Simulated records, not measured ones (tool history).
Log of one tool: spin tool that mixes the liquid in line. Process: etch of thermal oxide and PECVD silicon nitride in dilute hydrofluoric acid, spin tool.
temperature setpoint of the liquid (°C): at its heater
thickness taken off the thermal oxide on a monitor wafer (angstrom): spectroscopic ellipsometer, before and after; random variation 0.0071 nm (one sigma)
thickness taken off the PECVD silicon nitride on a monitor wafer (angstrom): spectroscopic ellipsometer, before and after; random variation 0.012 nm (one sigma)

| run | hour | temperature setpoint of the liquid (°C) | parts of water to one part of 49 % hydrofluoric acid (parts by volume) | time under the liquid (s) | thickness taken off the thermal oxide on a monitor wafer (angstrom) | thickness taken off the PECVD silicon nitride on a monitor wafer (angstrom) |
|---|---|---|---|---|---|---|
| 1 | 0.0 | 22.0 | 280 | 180 | 21.5390 | 28.189 |
| 2 | 4.4 | 21.5 | 310 | 180 | 18.4510 | 25.022 |
| 3 | 12.8 | 21.5 | 220 | 180 | 28.9730 | 35.086 |
| 4 | 16.1 | 21.5 | 280 | 180 | 21.3250 | 27.502 |
| 5 | 20.6 | 21.0 | 305 | 180 | 18.9610 | 23.978 |
| 6 | 26.1 | 21.0 | 335 | 180 | 16.6430 | 22.646 |
| 7 | 30.5 | 20.5 | 355 | 180 | 15.1500 | 20.367 |

Estimate the outcome of run 8 from the log above:
| 8 | 33.5 | 18.0 | 465 | 185 | ? | ? |

{"run 8": {"thickness taken off the thermal oxide on a monitor wafer (angstrom)": 9.9634, "thickness taken off the PECVD silicon nitride on a monitor wafer (angstrom)": 13.945}}

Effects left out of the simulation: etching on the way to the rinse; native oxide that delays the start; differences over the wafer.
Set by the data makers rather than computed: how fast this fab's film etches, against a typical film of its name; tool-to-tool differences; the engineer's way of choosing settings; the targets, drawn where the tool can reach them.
